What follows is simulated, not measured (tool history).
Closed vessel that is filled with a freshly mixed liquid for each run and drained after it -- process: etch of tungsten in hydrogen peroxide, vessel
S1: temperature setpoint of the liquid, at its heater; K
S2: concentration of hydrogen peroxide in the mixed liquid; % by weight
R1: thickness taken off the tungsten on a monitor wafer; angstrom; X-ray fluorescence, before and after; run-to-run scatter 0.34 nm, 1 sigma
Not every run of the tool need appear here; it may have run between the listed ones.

{"run": 1, "day": 0.0, "S1": 318.15, "S2": 15.5, "time in the liquid (s)": 90, "R1": 735.68}
{"run": 2, "day": 0.096, "S1": 318.15, "S2": 14.0, "time in the liquid (s)": 90, "R1": 714.53}
{"run": 3, "day": 0.254, "S1": 318.15, "S2": 14.0, "time in the liquid (s)": 100, "R1": 780.89}
{"run": 4, "day": 0.304, "S1": 318.15, "S2": 14.0, "time in the liquid (s)": 100, "R1": 781.97}
{"run": 5, "day": 0.35, "S1": 314.65, "S2": 14.0, "time in the liquid (s)": 100, "R1": 627.5}
{"run": 6, "day": 0.55, "S1": 314.65, "S2": 14.0, "time in the liquid (s)": 90, "R1": 573.07}

Predict the results of run 7:
{"run": 7, "day": 0.804, "S1": 314.15, "S2": 14.0, "time in the liquid (s)": 90, "R1": "?"}

Run 7 measured R1 555.73 angstrom.
